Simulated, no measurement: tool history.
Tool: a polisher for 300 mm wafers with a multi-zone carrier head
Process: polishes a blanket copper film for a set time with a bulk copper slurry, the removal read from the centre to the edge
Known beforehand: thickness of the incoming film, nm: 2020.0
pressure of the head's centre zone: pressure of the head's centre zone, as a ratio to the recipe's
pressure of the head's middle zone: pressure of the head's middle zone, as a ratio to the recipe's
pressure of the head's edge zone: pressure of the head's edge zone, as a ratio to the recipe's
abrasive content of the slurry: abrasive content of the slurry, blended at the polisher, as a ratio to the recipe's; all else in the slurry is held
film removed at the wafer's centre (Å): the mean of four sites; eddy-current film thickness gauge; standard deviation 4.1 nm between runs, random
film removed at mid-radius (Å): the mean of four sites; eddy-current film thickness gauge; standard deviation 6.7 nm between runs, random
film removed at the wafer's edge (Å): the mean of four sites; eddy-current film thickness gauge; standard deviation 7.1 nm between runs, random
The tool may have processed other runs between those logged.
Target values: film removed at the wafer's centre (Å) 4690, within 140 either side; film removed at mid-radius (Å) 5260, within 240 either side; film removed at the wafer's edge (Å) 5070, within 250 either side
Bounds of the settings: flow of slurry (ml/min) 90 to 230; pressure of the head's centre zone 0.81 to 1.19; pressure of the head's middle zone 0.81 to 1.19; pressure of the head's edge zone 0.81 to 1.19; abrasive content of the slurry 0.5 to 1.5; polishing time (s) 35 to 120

run  hour  flow of slurry (ml/min)  pressure of the head's centre zone  pressure of the head's middle zone  pressure of the head's edge zone  abrasive content of the slurry  polishing time (s)  film removed at the wafer's centre (Å)  film removed at mid-radius (Å)  film removed at the wafer's edge (Å)
  1     0                      150                                   1                                   1                                 1                               1                  77                                  5406.6                          5283.5                                5186.6
  2     1                      140                                0.98                                1.01                                 1                               1                  77                                    5214                          5211.6                                5162.5
  3   7.7                      140                                0.98                                1.01                              0.94                               1                  77                                  5204.7                          5289.3                                5104.5
  4    13                      130                                0.96                                1.02                              0.94                               1                  77                                  5118.3                            5289                                4971.6
  5  14.9                      130                                0.96                                1.02                              0.94                               1                  61                                  4079.2                          4172.2                                4036.6
  6  17.6                      130                                0.96                                1.08                              0.94                               1                  61                                  3962.5                            4235                                3966.7
  7  22.5                      145                                0.95                                1.08                              0.96                            1.15                  62                                  4213.2                          4580.7                                4283.4
  8  23.4                      155                                0.94                                1.08                              0.98                            1.25                  62                                  4439.1                          4636.8                                4403.3
  9  30.2                      160                                0.92                                 1.1                              1.01                             1.3                  63                                  4375.5                          4972.5                                4638.1
 10  34.5                      165                                0.92                                 1.1                              1.03                             1.3                  63                                  4506.3                          4895.9                                4727.6
 11  38.3                      170                                0.92                                1.11                              1.04                             1.3                  63                                    4523                          4899.3                                4599.5
 12  45.8                      170                                0.91                                1.11                              1.04                            1.35                  64                                    4607                          5114.5                                4813.1

Consider the 5 candidate settings below. Which is the only one whose results all fall within their allowed miss of target?
  A  53.3                      155                                0.82                                0.99                              1.12                             1.4                  71                                       ?                               ?                                     ?
  B  53.3                      125                                0.82                                1.18                              1.07                            1.45                  75                                       ?                               ?                                     ?
  C  53.3                      160                                0.95                                1.04                              1.17                            1.45                  63                                       ?                               ?                                     ?
  D  53.3                      180                                0.89                                1.09                              1.08                            1.35                  66                                       ?                               ?                                     ?
  E  53.3                      180                                   1                                1.19                              0.93                             1.3                  62                                       ?                               ?                                     ?

move  film removed at the wafer's centre (Å)  film removed at mid-radius (Å)  film removed at the wafer's edge (Å)
   A                                  4741.7                          5220.4                                5448.5
   B                                  4773.3                          5990.2                                5454.3
   C                                  4681.3                          4854.9                                4997.3
   D                                  4755.9                            5304                                5034.5
   E                                  4786.3                          5272.6                                4364.2
A: carries the result that was furthest off beyond its target, to the other side
B: carries the result that was furthest off beyond its target, to the other side
C: puts the biggest miss on target and leaves a different result outside tolerance
D: hits every target within its allowed miss
E: misses by more than the last run did
Move D is the one to make.

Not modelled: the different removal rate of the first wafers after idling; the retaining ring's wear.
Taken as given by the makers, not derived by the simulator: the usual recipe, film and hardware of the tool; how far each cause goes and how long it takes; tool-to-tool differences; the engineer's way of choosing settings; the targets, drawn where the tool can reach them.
